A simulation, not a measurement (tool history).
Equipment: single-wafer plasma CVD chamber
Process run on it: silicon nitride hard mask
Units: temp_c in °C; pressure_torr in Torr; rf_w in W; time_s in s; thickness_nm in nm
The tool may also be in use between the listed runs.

| run | hour | temp_c | pressure_torr | rf_w | time_s | thickness_nm |
|---|---|---|---|---|---|---|
| 1 | 0 | 405 | 1.5 | 400 | 31.6 | 40.624 |
| 2 | 3.5 | 405 | 1.43 | 395 | 31.5 | 38.95 |
| 3 | 11.7 | 405 | 1.43 | 440 | 31.5 | 41.756 |
| 4 | 16.7 | 415 | 1.43 | 440 | 31.5 | 41.303 |
| 5 | 24.4 | 415 | 1.36 | 435 | 31.4 | 40.389 |
| 6 | 26 | 424 | 1.36 | 435 | 31.4 | 40.279 |
| 7 | 26.6 | 424 | 1.06 | 385 | 30.8 | 32.389 |
| 8 | 30.9 | 424 | 1.1 | 385 | 30.8 | 32.938 |
| 9 | 34.3 | 424 | 1.14 | 385 | 30.8 | 33.773 |
| 10 | 38.2 | 424 | 1.16 | 385 | 30.8 | 33.82 |
| 11 | 41 | 424 | 1.18 | 385 | 30.8 | 34.494 |
| 12 | 45.7 | 424 | 1.19 | 385 | 30.8 | 34.468 |

Predict the results of run 13:
| 13 | 50.3 | 424 | 1.2 | 385 | 30.8 | ? |

{"run 13": {"thickness_nm": 34.604}}
